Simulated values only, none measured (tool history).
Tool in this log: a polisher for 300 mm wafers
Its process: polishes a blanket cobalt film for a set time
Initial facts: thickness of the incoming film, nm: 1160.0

| run | hour | flow of slurry (ml/min) | pressure of the wafer on the pad (kPa) | speed of the pad under the wafer (m/s) | polishing time (s) | film removed (angstrom) |
|---|---|---|---|---|---|---|
| 1 | 0 | 280 | 11.7 | 1.28 | 48 | 2808.6 |
| 2 | 2.4 | 280 | 11.7 | 1.28 | 48 | 2805.8 |
| 3 | 4.4 | 215 | 11.7 | 1.28 | 48 | 2643.5 |
| 4 | 9 | 215 | 11.7 | 1.28 | 50 | 2821 |
| 5 | 9.8 | 215 | 11.7 | 1.28 | 48 | 2657.3 |
| 6 | 14.8 | 215 | 13.1 | 1.28 | 48 | 2881.6 |
| 7 | 20.3 | 210 | 11.7 | 1.26 | 48 | 2599 |
| 8 | 23.8 | 210 | 8.3 | 1.24 | 48 | 1947.7 |
| 9 | 27.5 | 220 | 8.3 | 1.24 | 48 | 2002.7 |

For run 10, what comes out?
| 10 | 33.4 | 225 | 8.3 | 1.24 | 48 | ? |

Logged for run 10: film removed (angstrom) 1996.8.
